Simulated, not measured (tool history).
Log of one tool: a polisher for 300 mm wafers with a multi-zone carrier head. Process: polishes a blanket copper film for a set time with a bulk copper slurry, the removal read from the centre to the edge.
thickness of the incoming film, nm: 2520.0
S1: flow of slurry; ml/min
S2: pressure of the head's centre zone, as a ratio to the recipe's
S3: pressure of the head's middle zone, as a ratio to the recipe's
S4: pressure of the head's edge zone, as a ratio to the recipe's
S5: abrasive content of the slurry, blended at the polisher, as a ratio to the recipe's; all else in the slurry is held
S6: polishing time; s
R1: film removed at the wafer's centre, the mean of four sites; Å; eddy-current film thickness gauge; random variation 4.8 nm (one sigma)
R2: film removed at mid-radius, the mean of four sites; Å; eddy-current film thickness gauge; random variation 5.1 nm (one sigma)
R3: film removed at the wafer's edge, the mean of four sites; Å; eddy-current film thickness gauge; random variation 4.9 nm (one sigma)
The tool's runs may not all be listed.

{"run": 1, "day": 0.0, "S1": 225, "S2": 1.0, "S3": 1.0, "S4": 1.0, "S5": 1.0, "S6": 66, "R1": 7354.4, "R2": 7285.0, "R3": 7498.2}
{"run": 2, "day": 0.129, "S1": 225, "S2": 1.0, "S3": 0.97, "S4": 1.0, "S5": 1.0, "S6": 66, "R1": 7421.0, "R2": 7118.5, "R3": 7492.0}
{"run": 3, "day": 0.304, "S1": 225, "S2": 1.0, "S3": 0.97, "S4": 1.07, "S5": 1.0, "S6": 66, "R1": 7402.2, "R2": 7238.4, "R3": 7763.0}
{"run": 4, "day": 0.55, "S1": 275, "S2": 1.0, "S3": 0.97, "S4": 1.07, "S5": 1.0, "S6": 66, "R1": 7710.3, "R2": 7263.5, "R3": 7792.6}
{"run": 5, "day": 0.688, "S1": 270, "S2": 0.98, "S3": 0.95, "S4": 1.06, "S5": 0.95, "S6": 65, "R1": 7204.2, "R2": 7008.1, "R3": 7683.3}
{"run": 6, "day": 1.05, "S1": 270, "S2": 0.97, "S3": 0.94, "S4": 1.05, "S5": 0.9, "S6": 64, "R1": 6866.1, "R2": 6760.5, "R3": 7460.8}
{"run": 7, "day": 1.312, "S1": 270, "S2": 0.96, "S3": 0.93, "S4": 1.04, "S5": 0.85, "S6": 63, "R1": 6708.3, "R2": 6485.5, "R3": 7051.6}
{"run": 8, "day": 1.583, "S1": 265, "S2": 0.94, "S3": 0.92, "S4": 1.05, "S5": 0.8, "S6": 63, "R1": 6502.2, "R2": 6434.3, "R3": 7090.3}
{"run": 9, "day": 1.746, "S1": 265, "S2": 0.93, "S3": 0.91, "S4": 1.05, "S5": 0.75, "S6": 62, "R1": 6282.0, "R2": 6179.9, "R3": 6855.0}

Forecast run 10:
{"run": 10, "day": 1.821, "S1": 260, "S2": 0.92, "S3": 0.9, "S4": 1.05, "S5": 0.7, "S6": 62, "R1": "?", "R2": "?", "R3": "?"}

Run 10 gave R1 5992.3 Å, R2 5885.2 Å, R3 6660.6 Å.
